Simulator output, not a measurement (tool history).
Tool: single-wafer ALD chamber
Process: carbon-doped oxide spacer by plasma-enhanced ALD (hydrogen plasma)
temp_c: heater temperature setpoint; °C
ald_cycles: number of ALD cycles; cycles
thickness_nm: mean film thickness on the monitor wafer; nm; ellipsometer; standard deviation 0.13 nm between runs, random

run,day,temp_c,ald_cycles,thickness_nm
1,0.000,375,541,28.043
2,0.129,382,541,28.063
3,0.467,373,541,28.087
4,0.538,373,547,28.365
5,0.754,369,547,28.473
6,1.054,369,478,24.741
7,1.333,369,491,25.572
8,1.442,369,503,26.156
9,1.771,369,513,26.479
10,1.996,369,522,27.319
11,2.129,369,529,27.389
12,2.442,369,529,27.506

What does the tool deliver on the next run?
13,2.742,369,536,?

{"run 13": {"thickness_nm": 27.862}}
